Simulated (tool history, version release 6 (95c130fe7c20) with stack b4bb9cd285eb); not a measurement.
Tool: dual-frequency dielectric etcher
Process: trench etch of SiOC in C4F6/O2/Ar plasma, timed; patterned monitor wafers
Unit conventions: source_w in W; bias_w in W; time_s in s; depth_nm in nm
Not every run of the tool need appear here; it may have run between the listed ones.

run  hour  source_w  bias_w  time_s  depth_nm
  1   0.0       310     133      23    37.517
  2   4.2       330     134      23    37.931
  3   8.0       350     136      23    38.734
  4   9.1       310     136      23    37.744
  5  16.8       310     136      23    37.668
  6  18.5       280     136      23    36.376
  7  26.9       300     137      23    37.094

Run 8, settings as shown, results not yet in. Your forecast:
  8  30.0       360     144      23         ?

For run 8 the tool returned depth_nm 39.841 nm.
